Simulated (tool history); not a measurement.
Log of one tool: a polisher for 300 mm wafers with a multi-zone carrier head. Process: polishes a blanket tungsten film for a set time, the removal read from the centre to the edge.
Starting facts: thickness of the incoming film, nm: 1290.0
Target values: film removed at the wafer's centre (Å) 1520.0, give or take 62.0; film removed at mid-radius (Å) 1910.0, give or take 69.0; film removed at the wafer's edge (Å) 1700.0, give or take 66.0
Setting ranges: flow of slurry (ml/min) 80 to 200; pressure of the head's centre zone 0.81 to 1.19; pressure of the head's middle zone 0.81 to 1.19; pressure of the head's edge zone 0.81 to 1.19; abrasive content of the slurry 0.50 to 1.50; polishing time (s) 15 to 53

run	day	flow of slurry (ml/min)	pressure of the head's centre zone	pressure of the head's middle zone	pressure of the head's edge zone	abrasive content of the slurry	polishing time (s)	film removed at the wafer's centre (Å)	film removed at mid-radius (Å)	film removed at the wafer's edge (Å)
1	0.000	130	1.00	1.00	1.00	1.00	34	1264.9	1257.6	1260.3
2	0.088	145	1.00	1.00	1.00	1.00	34	1298.4	1315.7	1274.8
3	0.388	145	1.00	1.00	1.00	1.00	42	1631.8	1604.2	1556.7
4	0.725	150	0.97	1.03	1.02	1.00	42	1574.8	1652.6	1577.7
5	0.817	150	0.97	1.03	1.02	1.00	39	1450.2	1527.9	1468.7
6	0.896	160	0.96	1.07	1.05	1.05	39	1470.4	1618.2	1509.0
7	0.950	165	0.95	1.09	1.07	1.10	39	1495.8	1704.9	1560.2
8	1.142	170	0.94	1.11	1.09	1.15	39	1520.4	1734.3	1572.3
9	1.175	175	0.92	1.12	1.11	1.20	39	1502.3	1811.8	1635.4
10	1.504	180	0.91	1.13	1.12	1.20	39	1476.2	1774.2	1613.8
11	1.575	180	0.91	1.14	1.13	1.25	39	1512.4	1818.3	1658.1

Below are 5 possible settings for the next run. Only one of them brings all results inside the allowed miss of their targets. Which is it?
A	1.646	175	0.89	1.04	1.18	1.40	38	?	?	?
B	1.646	180	0.92	1.06	1.11	1.05	41	?	?	?
C	1.646	165	0.87	1.08	1.07	1.10	41	?	?	?
D	1.646	135	0.92	1.19	1.15	1.50	39	?	?	?
E	1.646	200	0.86	1.01	1.14	1.25	40	?	?	?

move	film removed at the wafer's centre (Å)	film removed at mid-radius (Å)	film removed at the wafer's edge (Å)
A	1453.5	1696.1	1651.7
B	1511.4	1730.7	1621.2
C	1423.0	1753.8	1602.8
D	1488.6	1885.5	1648.5
E	1467.8	1727.9	1692.5
A: misses by more than the last run did
B: misses by more than the last run did
C: misses by more than the last run did
D: all results in spec
E: misses by more than the last run did
D meets every target.
